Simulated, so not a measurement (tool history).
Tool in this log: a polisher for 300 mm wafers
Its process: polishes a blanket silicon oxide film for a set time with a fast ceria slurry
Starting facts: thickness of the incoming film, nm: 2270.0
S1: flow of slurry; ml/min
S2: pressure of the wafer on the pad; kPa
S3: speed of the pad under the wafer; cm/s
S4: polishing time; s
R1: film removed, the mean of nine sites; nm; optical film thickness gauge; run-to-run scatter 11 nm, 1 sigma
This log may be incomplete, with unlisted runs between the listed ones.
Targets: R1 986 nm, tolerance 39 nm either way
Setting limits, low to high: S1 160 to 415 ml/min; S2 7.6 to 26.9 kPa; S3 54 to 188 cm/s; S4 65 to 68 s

run,hour,S1,S2,S3,S4,R1
1,0,265,17.2,120,65,1200.7
2,5.8,290,17.2,120,65,1214.3
3,10,290,17.2,150,65,1475.9
4,11,290,16.5,150,65,1415.9
# hour 13.1: worn pad replaced by a new one
5,13.1,245,16.5,150,65,1539
6,18.6,245,13.1,150,65,1201.8
7,25.3,255,13.1,150,65,1238.8
8,28.6,260,12.4,150,65,1162.5
9,37,260,9.7,150,65,905.56
10,44.1,260,11,150,65,1048.9
11,48.5,265,11,150,65,1036.3
12,54.1,270,11,150,65,1047.2
13,59.9,265,9.7,150,65,892.16
14,65.4,260,9.7,150,65,902.86
15,66.3,255,9.7,150,65,906.23

Exactly one of the 4 candidate moves below puts every result within its allowed miss. Which one?
A,67.2,185,11,128,65,?
B,67.2,270,9,168,67,?
C,67.2,305,11.7,150,65,?
D,67.2,290,9,148,68,?

move,R1
A,855.37
B,982.41
C,1112.6
D,886.52
A: the biggest miss grows against the last run
B: hits every target within its allowed miss
C: pushes the last run's worst result past its target
D: the biggest miss grows against the last run
Correct choice: B, which meets every target

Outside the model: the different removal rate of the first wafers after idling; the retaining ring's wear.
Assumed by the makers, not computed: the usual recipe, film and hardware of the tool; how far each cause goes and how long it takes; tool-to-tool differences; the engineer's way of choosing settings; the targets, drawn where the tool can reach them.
